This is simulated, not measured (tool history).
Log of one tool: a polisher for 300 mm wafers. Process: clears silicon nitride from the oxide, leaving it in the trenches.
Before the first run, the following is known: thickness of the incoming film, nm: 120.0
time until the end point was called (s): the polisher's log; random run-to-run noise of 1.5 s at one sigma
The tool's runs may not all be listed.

run  hour  flow of slurry (ml/min)  pressure of the wafer on the pad (psi)  speed of the pad under the wafer (m/s)  overpolish time after the end point (s)  time until the end point was called (s)
  1   0.0                      145                                     3.4                                    0.92                                       28                                   128.69
  2   8.4                      145                                     3.6                                    0.92                                       28                                   123.75
  3  14.3                      145                                     3.6                                    0.92                                       28                                   125.14
  4  14.8                      145                                     3.6                                    0.92                                       28                                   127.61
  5  20.8                      145                                     3.6                                    0.82                                       28                                   142.59
  6  27.5                      145                                     3.6                                    0.82                                       30                                   141.51
  7  32.8                      145                                     4.0                                    0.84                                       30                                   124.61

Run 8 has not been measured yet. What should we expect?
  8  36.9                      145                                     4.3                                    0.84                                       30                                        ?

{"run 8": {"time until the end point was called (s)": 114.29}}

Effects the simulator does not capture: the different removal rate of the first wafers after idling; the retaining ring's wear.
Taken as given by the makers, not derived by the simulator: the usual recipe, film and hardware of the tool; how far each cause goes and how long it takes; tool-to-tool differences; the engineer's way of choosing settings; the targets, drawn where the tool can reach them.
